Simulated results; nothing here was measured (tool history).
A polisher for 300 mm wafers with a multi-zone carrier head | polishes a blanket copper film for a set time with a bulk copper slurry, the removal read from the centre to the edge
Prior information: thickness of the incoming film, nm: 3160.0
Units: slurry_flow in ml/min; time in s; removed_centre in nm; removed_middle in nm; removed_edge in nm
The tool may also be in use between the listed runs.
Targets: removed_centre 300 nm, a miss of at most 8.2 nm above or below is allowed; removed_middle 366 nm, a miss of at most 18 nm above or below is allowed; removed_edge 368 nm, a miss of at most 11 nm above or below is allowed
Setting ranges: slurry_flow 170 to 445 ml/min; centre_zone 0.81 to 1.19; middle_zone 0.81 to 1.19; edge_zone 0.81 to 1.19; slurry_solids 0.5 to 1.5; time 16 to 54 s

run  hour  slurry_flow  centre_zone  middle_zone  edge_zone  slurry_solids  time  removed_centre  removed_middle  removed_edge
  1     0          285            1            1          1              1    35          419.68          426.66        426.05
  2   8.6          285            1            1          1              1    39          466.75          470.11        470.69
  3  13.7          285            1         1.04          1              1    39          465.63          480.37        471.92
  4  22.6          285            1         0.98          1              1    39          463.13          473.21        469.22
  5  26.2          280         0.98         0.97          1           0.95    38          439.91           443.6        459.56
  6  28.1          280         0.96         0.99       0.99            0.9    37           418.7          435.08        431.88
  7  30.8          275         0.94            1          1           0.85    36          398.69          425.06         419.8
  8  39.3          270         0.92            1       1.01            0.8    35          373.16           408.5        408.18
     46.1  -- slurry nozzle cleaned
  9  46.1          265         0.91            1       1.01           0.75    35             382          415.29        420.45
 10  49.2          265         0.91            1       1.01           0.75    35          376.48          422.31        419.03

Of the 5 settings listed for the next run, only one would bring every result within its allowed miss of target. Which one?
  A  52.3          240         0.81         0.95       1.15            0.8    29               ?               ?             ?
  B  52.3          285         1.04            1       1.05            0.9    40               ?               ?             ?
  C  52.3          285         1.19         0.81       1.17           0.65    38               ?               ?             ?
  D  52.3          250         0.84         1.05        1.1           0.55    31               ?               ?             ?
  E  52.3          305         0.84         1.03       0.93            0.8    29               ?               ?             ?

move  removed_centre  removed_middle  removed_edge
   A          281.97          334.52         372.9
   B          516.16          494.88        507.04
   C          535.82          393.78        488.98
   D          300.46          367.22        373.64
   E          301.72          363.23        343.14
A: moves the result that the last run missed by most past its target, out the other side
B: the biggest miss grows against the last run
C: the biggest miss grows against the last run
D: every result within its allowed miss
E: brings the result that was furthest off to its target, and leaves another outside
Correct choice: D, which meets every target

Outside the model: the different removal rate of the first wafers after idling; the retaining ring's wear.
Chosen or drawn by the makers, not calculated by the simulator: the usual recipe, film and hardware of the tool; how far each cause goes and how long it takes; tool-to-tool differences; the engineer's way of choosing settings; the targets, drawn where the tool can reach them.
